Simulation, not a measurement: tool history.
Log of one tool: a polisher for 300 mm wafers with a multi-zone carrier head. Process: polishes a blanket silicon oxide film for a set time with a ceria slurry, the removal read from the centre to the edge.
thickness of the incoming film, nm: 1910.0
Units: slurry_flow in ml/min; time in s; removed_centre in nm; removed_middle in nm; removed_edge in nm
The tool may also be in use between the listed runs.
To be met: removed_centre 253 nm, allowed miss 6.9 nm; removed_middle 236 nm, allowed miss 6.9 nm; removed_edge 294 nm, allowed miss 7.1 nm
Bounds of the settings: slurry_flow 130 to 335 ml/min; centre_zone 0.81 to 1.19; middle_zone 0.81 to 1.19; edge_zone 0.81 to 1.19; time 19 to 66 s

run,hour,slurry_flow,centre_zone,middle_zone,edge_zone,time,removed_centre,removed_middle,removed_edge
1,0,215,1,1,1,42,205.83,206.1,198.45
2,1.7,220,0.98,0.95,1.05,45,216.56,213.53,219.04
3,2.9,220,0.97,0.91,1.09,48,228.94,217.25,235.51
4,7.5,225,0.95,0.88,1.12,50,237.32,221.13,250.93
5,9.4,225,0.95,0.88,1.12,41,189.82,183.15,205.98
# hour 13.7: edge zone pressure recalibrated
6,13.7,225,0.95,0.81,1.12,41,192.02,170.02,213.3
7,17.5,230,0.93,0.81,1.14,45,207.73,188.15,239.26
8,22.3,250,0.93,0.82,1.15,47,218.48,196.52,248.31
9,26.6,255,0.92,0.83,1.16,49,228.48,207.86,261.72
10,30.4,265,0.92,0.84,1.17,50,231.83,218.22,268.52
11,33.4,275,0.92,0.84,1.18,51,237.3,220.4,277.12

Which of these 5 next moves meets every target?
A,36.4,265,0.96,0.81,1.18,57,?,?,?
B,36.4,295,0.86,0.83,1.16,55,?,?,?
C,36.4,290,0.81,0.9,1.18,53,?,?,?
D,36.4,275,0.84,0.93,1.18,53,?,?,?
E,36.4,220,0.93,0.85,1.18,55,?,?,?

move,removed_centre,removed_middle,removed_edge
A,277.03,237.93,308.95
B,242.07,236.79,297.74
C,219.3,243.59,288.86
D,226.25,249.01,287.62
E,253.13,234.03,293.42
A: takes the result that was furthest off past its target
B: brings the result that was furthest off to its target, and leaves another outside
C: brings the result that was furthest off to its target, and leaves another outside
D: brings the result that was furthest off to its target, and leaves another outside
E: meets every target
Move E is the one to make.

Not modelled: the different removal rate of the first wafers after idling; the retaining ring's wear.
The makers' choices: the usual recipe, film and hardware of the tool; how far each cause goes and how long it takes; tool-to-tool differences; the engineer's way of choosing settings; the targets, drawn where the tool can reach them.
